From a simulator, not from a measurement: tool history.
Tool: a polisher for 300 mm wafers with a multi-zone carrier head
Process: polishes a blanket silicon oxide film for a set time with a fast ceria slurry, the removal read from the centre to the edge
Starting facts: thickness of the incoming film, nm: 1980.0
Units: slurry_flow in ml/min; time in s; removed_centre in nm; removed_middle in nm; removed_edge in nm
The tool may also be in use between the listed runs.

| run | day | slurry_flow | centre_zone | middle_zone | edge_zone | time | removed_centre | removed_middle | removed_edge |
|---|---|---|---|---|---|---|---|---|---|
| 1 | 0 | 260 | 1 | 1 | 1 | 32 | 705.71 | 699.6 | 693.59 |
| 2 | 0.375 | 260 | 0.98 | 0.98 | 0.97 | 31 | 674.38 | 688.69 | 665.02 |
| 3 | 0.738 | 255 | 0.98 | 0.96 | 0.97 | 30 | 655.41 | 648.02 | 657.32 |
| 4 | 1.092 | 255 | 0.9 | 0.96 | 0.97 | 30 | 608.26 | 642.39 | 646.48 |
| 5 | 1.217 | 255 | 0.91 | 0.94 | 0.95 | 29 | 592.42 | 608.61 | 624.75 |
| 6 | 1.325 | 255 | 0.91 | 0.94 | 0.95 | 22 | 448.5 | 463.85 | 466.21 |
| 7 | 1.446 | 255 | 0.93 | 0.95 | 0.97 | 23 | 480.72 | 487.6 | 494.76 |
| 8 | 1.733 | 255 | 0.94 | 0.96 | 0.99 | 24 | 501.44 | 504.46 | 531.79 |

For run 9, what comes out?
| 9 | 1.95 | 260 | 0.96 | 0.97 | 1 | 24 | ? | ? | ? |

removed_centre: 513.27 nm
removed_middle: 516.32 nm
removed_edge: 531.88 nm

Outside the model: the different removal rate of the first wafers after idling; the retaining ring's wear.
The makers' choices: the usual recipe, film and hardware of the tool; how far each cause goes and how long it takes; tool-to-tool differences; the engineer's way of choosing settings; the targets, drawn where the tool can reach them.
